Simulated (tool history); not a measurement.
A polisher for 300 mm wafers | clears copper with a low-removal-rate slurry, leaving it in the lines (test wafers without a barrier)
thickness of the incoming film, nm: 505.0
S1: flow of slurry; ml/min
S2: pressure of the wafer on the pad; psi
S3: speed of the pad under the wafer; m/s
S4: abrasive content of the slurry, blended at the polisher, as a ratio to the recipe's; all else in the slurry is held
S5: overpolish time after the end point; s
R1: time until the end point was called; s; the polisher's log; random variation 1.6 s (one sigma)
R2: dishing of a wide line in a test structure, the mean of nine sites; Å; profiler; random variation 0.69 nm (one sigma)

{"run": 1, "hour": 0.0, "S1": 200, "S2": 4.1, "S3": 0.88, "S4": 1.0, "S5": 10, "R1": 166.73, "R2": 232.14}
{"run": 2, "hour": 3.6, "S1": 200, "S2": 4.5, "S3": 0.88, "S4": 1.0, "S5": 10, "R1": 152.27, "R2": 255.95}
{"run": 3, "hour": 4.8, "S1": 200, "S2": 4.5, "S3": 0.88, "S4": 1.2, "S5": 10, "R1": 143.63, "R2": 263.01}
{"run": 4, "hour": 11.0, "S1": 200, "S2": 4.8, "S3": 0.88, "S4": 1.2, "S5": 10, "R1": 137.68, "R2": 275.98}
{"run": 5, "hour": 19.0, "S1": 200, "S2": 4.8, "S3": 0.88, "S4": 1.35, "S5": 10, "R1": 136.47, "R2": 281.51}
{"run": 6, "hour": 22.2, "S1": 200, "S2": 4.8, "S3": 0.88, "S4": 1.35, "S5": 12, "R1": 136.68, "R2": 331.01}

Forecast run 7:
{"run": 7, "hour": 23.2, "S1": 200, "S2": 5.0, "S3": 0.88, "S4": 1.35, "S5": 11, "R1": "?", "R2": "?"}

R1: 131.54 s
R2: 325.42 Å
